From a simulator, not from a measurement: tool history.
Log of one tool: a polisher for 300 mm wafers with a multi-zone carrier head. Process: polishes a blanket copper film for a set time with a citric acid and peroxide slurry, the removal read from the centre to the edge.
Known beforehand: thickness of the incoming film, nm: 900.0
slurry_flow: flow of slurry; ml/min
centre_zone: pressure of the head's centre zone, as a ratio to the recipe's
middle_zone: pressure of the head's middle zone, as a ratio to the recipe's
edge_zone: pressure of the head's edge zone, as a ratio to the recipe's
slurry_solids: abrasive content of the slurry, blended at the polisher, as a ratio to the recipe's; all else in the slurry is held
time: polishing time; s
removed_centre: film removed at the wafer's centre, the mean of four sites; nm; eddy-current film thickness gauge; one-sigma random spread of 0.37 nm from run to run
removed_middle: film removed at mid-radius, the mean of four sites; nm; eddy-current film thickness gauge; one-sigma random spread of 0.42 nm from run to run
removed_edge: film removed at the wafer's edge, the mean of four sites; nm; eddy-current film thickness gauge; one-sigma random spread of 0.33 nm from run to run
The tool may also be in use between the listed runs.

run  hour  slurry_flow  centre_zone  middle_zone  edge_zone  slurry_solids  time  removed_centre  removed_middle  removed_edge
  1     0          205            1            1          1              1    35          48.914          48.333        49.437
  2   8.3          195         0.95         0.97       0.99            0.9    35          45.647          45.497        47.881
  3  15.6          195         0.95         0.97       0.99            0.9    31          40.064          40.788        42.832
  4    20          185         0.92         0.96       0.99            0.9    31          38.147          39.975        42.508
  5  27.4          185         0.92         0.96       0.99            0.7    31          35.903          37.453        40.387
  6  32.2          180         0.91         0.96          1            0.7    31          35.121          37.935        39.527

The next listed run, before its measurement:
  7  36.5          200         0.86         0.87        1.1            0.8    31               ?               ?             ?

{"run 7": {"removed_centre": 35.248, "removed_middle": 37.276, "removed_edge": 44.533}}

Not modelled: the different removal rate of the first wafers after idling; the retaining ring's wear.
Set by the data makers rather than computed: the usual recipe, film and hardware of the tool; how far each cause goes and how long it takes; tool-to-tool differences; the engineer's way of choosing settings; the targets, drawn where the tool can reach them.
